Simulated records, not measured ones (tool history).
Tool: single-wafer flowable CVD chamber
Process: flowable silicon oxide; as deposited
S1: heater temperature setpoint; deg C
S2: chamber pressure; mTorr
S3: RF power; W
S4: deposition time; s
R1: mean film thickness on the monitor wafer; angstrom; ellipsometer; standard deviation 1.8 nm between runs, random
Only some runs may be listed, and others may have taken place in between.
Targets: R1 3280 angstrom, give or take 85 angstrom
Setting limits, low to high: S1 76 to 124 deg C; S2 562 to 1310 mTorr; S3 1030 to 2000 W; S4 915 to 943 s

Run 1, hour 0: S1 100 deg C, S2 936 mTorr, S3 1515 W, S4 915 s. Result: R1 5898.7 angstrom.
Run 2, hour 1.4: S1 103 deg C, S2 935 mTorr, S3 1515 W, S4 915 s. Result: R1 5349 angstrom.
Run 3, hour 7: S1 103 deg C, S2 935 mTorr, S3 1370 W, S4 915 s. Result: R1 5255.5 angstrom.
Run 4, hour 13.2: S1 106 deg C, S2 934 mTorr, S3 1370 W, S4 915 s. Result: R1 4779.4 angstrom.
Run 5, hour 15.4: S1 95 deg C, S2 934 mTorr, S3 1370 W, S4 915 s. Result: R1 6602.9 angstrom.
Run 6, hour 21.5: S1 100 deg C, S2 932 mTorr, S3 1370 W, S4 915 s. Result: R1 5773.1 angstrom.
Run 7, hour 22.8: S1 104 deg C, S2 931 mTorr, S3 1370 W, S4 915 s. Result: R1 5072.3 angstrom.
Run 8, hour 27.6: S1 107 deg C, S2 930 mTorr, S3 1370 W, S4 915 s. Result: R1 4680.3 angstrom.

Exercise: of the 5 proposed moves below, exactly one satisfies all targets within the stated allowed misses. Which move is it?
Run A, hour 32.4: S1 113 deg C, S2 740 mTorr, S3 1345 W, S4 915 s. Result: R1 ?.
Run B, hour 32.4: S1 99 deg C, S2 1002 mTorr, S3 1505 W, S4 943 s. Result: R1 ?.
Run C, hour 32.4: S1 102 deg C, S2 1001 mTorr, S3 1335 W, S4 941 s. Result: R1 ?.
Run D, hour 32.4: S1 119 deg C, S2 862 mTorr, S3 1380 W, S4 915 s. Result: R1 ?.
Run E, hour 32.4: S1 113 deg C, S2 779 mTorr, S3 1380 W, S4 915 s. Result: R1 ?.

move      R1
   A  3092.9
   B  6598.7
   C    5873
   D  3070.8
   E  3271.6
A: takes the result that was furthest off past its target
B: misses by more than the last run did
C: misses by more than the last run did
D: takes the result that was furthest off past its target
E: every result lands within tolerance
Move E is the one to make.

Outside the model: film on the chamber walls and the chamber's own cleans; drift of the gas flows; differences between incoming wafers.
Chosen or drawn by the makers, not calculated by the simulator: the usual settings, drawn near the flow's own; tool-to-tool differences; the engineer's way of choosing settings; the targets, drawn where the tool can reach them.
